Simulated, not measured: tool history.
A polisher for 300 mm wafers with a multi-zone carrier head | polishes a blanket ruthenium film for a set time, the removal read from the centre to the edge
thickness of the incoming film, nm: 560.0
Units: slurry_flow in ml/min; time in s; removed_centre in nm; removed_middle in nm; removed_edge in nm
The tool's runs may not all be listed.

run 1 hour=0.0 | slurry_flow=210 centre_zone=1.00 middle_zone=1.00 edge_zone=1.00 time=30 | removed_centre=30.858 removed_middle=29.756 removed_edge=29.567
run 2 hour=7.1 | slurry_flow=210 centre_zone=1.00 middle_zone=1.00 edge_zone=1.00 time=33 | removed_centre=33.879 removed_middle=32.456 removed_edge=32.423
run 3 hour=9.6 | slurry_flow=210 centre_zone=1.00 middle_zone=1.00 edge_zone=1.00 time=37 | removed_centre=37.779 removed_middle=36.893 removed_edge=36.891
run 4 hour=15.3 | slurry_flow=160 centre_zone=1.00 middle_zone=1.00 edge_zone=1.00 time=37 | removed_centre=36.445 removed_middle=35.023 removed_edge=35.363
run 5 hour=19.4 | slurry_flow=180 centre_zone=1.00 middle_zone=1.00 edge_zone=1.00 time=37 | removed_centre=36.590 removed_middle=35.266 removed_edge=35.736
run 6 hour=26.4 | slurry_flow=180 centre_zone=1.00 middle_zone=1.00 edge_zone=1.00 time=30 | removed_centre=29.659 removed_middle=29.020 removed_edge=29.327
run 7 hour=28.6 | slurry_flow=195 centre_zone=1.02 middle_zone=1.03 edge_zone=1.02 time=32 | removed_centre=32.335 removed_middle=32.204 removed_edge=31.417
run 8 hour=36.0 | slurry_flow=210 centre_zone=1.05 middle_zone=1.04 edge_zone=1.03 time=33 | removed_centre=34.867 removed_middle=33.687 removed_edge=33.044
run 9 hour=42.6 | slurry_flow=225 centre_zone=1.07 middle_zone=1.06 edge_zone=1.04 time=34 | removed_centre=37.591 removed_middle=35.876 removed_edge=34.531

Expected results for the next run?
run 10 hour=43.3 | slurry_flow=240 centre_zone=1.09 middle_zone=1.08 edge_zone=1.05 time=35 | removed_centre=? removed_middle=? removed_edge=?

Run 10 yielded removed_centre 37.920 nm, removed_middle 38.030 nm, removed_edge 35.908 nm.
